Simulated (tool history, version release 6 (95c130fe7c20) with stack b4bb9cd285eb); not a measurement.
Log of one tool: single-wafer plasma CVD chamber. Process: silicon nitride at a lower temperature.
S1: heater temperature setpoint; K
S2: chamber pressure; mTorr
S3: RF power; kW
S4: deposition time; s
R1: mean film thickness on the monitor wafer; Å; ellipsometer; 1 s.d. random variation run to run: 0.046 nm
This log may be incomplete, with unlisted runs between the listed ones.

run,hour,S1,S2,S3,S4,R1
1,0,643.15,2060,0.285,19.8,219.81
2,2.4,643.15,2000,0.285,19.8,219.61
3,3.1,643.15,2000,0.255,19.8,199.13
4,11.4,636.15,2000,0.255,19.8,199.31
5,13.1,636.15,2060,0.255,19.8,200.9
6,17,636.15,2110,0.255,19.8,201.8
7,22.6,636.15,2160,0.255,19.8,202.95

The next listed run, before its measurement:
8,24.2,636.15,2200,0.255,19.8,?

R1: 202.02 Å
